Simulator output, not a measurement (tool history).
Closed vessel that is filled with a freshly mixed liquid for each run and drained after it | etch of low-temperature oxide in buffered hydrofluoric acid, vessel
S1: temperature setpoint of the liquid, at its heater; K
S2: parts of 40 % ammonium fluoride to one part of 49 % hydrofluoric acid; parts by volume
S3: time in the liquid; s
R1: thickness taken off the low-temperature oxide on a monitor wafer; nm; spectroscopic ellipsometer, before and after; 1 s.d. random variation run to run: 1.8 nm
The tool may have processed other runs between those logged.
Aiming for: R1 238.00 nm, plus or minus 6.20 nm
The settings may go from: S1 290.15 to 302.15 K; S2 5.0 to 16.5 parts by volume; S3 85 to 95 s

{"run": 1, "hour": 0.0, "S1": 294.15, "S2": 10.0, "S3": 85, "R1": 337.7}
{"run": 2, "hour": 8.3, "S1": 296.15, "S2": 10.0, "S3": 85, "R1": 374.18}
{"run": 3, "hour": 12.7, "S1": 295.15, "S2": 10.5, "S3": 85, "R1": 342.28}
{"run": 4, "hour": 19.2, "S1": 295.15, "S2": 10.5, "S3": 85, "R1": 337.85}
{"run": 5, "hour": 23.3, "S1": 297.65, "S2": 10.5, "S3": 85, "R1": 389.8}
{"run": 6, "hour": 31.8, "S1": 296.15, "S2": 10.5, "S3": 85, "R1": 358.59}
{"run": 7, "hour": 32.9, "S1": 296.15, "S2": 10.5, "S3": 85, "R1": 360.62}
{"run": 8, "hour": 40.1, "S1": 295.15, "S2": 10.5, "S3": 85, "R1": 342.34}
{"run": 9, "hour": 45.8, "S1": 294.15, "S2": 11.0, "S3": 85, "R1": 303.27}
{"run": 10, "hour": 54.1, "S1": 293.65, "S2": 11.0, "S3": 85, "R1": 299.17}
{"run": 11, "hour": 57.3, "S1": 293.15, "S2": 11.0, "S3": 85, "R1": 289.38}
{"run": 12, "hour": 64.2, "S1": 292.65, "S2": 11.0, "S3": 85, "R1": 285.0}
{"run": 13, "hour": 72.4, "S1": 292.15, "S2": 11.0, "S3": 85, "R1": 271.49}
{"run": 14, "hour": 75.5, "S1": 291.65, "S2": 11.0, "S3": 85, "R1": 267.38}
{"run": 15, "hour": 76.3, "S1": 291.15, "S2": 11.0, "S3": 85, "R1": 259.59}
{"run": 16, "hour": 82.4, "S1": 290.65, "S2": 11.0, "S3": 85, "R1": 251.38}

4 candidate next runs follow, results not yet known. Just one meets every target within its allowed miss. Identify it.
{"run": "A", "hour": 88.5, "S1": 294.15, "S2": 14.0, "S3": 90, "R1": "?"}
{"run": "B", "hour": 88.5, "S1": 290.15, "S2": 12.0, "S3": 90, "R1": "?"}
{"run": "C", "hour": 88.5, "S1": 291.15, "S2": 12.0, "S3": 90, "R1": "?"}
{"run": "D", "hour": 88.5, "S1": 291.15, "S2": 12.5, "S3": 95, "R1": "?"}

move=A R1=257.37
move=B R1=238.89
move=C R1=252.89
move=D R1=256.48
A: moves away from the targets compared with the last run
B: every result within its allowed miss
C: moves away from the targets compared with the last run
D: moves away from the targets compared with the last run
So the answer is move B, the one that meets all the targets.
